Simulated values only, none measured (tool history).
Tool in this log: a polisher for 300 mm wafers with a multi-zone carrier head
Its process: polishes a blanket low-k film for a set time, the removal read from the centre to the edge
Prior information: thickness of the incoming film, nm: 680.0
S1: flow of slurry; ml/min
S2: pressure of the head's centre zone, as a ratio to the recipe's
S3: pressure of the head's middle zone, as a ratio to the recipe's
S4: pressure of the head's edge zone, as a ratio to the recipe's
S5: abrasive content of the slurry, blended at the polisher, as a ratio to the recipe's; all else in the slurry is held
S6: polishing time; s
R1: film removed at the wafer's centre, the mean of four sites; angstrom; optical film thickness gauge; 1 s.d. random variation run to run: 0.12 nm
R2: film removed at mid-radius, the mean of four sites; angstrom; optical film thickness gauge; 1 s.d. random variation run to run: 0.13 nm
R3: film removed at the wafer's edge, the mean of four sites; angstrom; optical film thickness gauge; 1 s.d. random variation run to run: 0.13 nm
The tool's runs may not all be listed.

run	hour	S1	S2	S3	S4	S5	S6	R1	R2	R3
1	0	140	1	1	1	1	42	163.18	161.36	165.83
2	6.4	140	1	1	0.92	1	42	167.91	162.48	161.71
3	7.8	140	1	0.92	0.92	1	42	167.74	152.26	163.34
4	13.9	150	1	0.93	0.92	1	42	169	155.04	164.71
5	15.9	150	1	0.93	0.92	0.9	42	160.15	148.48	158.28
6	19.3	160	1.01	0.94	0.93	0.9	42	165.65	150.09	159.59
7	22.9	165	1.01	0.96	0.94	0.9	42	167.41	155.53	160.55

The next listed run, before its measurement:
8	31.4	170	1.01	0.97	0.95	0.9	42	?	?	?

Run 8 measured R1 167.96 angstrom, R2 158.1 angstrom, R3 161.28 angstrom.
